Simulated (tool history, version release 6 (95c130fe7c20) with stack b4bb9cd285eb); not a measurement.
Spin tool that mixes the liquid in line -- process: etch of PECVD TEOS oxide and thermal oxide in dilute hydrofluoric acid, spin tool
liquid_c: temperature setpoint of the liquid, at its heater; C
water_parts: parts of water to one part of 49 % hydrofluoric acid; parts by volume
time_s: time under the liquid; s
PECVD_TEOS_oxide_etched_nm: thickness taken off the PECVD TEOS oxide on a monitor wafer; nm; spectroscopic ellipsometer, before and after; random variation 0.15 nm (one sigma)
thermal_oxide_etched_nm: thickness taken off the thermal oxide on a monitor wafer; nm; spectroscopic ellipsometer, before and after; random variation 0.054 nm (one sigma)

run	day	liquid_c	water_parts	time_s	PECVD_TEOS_oxide_etched_nm	thermal_oxide_etched_nm
1	0.000	23	290	180	8.9342	2.2078
2	0.275	24	275	180	9.7698	2.3772
3	0.312	24	275	115	6.2661	1.4708
4	0.446	24	240	115	7.3687	1.7532
5	0.729	24	275	115	6.2035	1.5265
6	0.967	25	245	115	7.5931	1.8397

The next listed run, before its measurement:
7	1.017	29	130	120	?	?

{"run 7": {"PECVD_TEOS_oxide_etched_nm": 19.384, "thermal_oxide_etched_nm": 4.6695}}
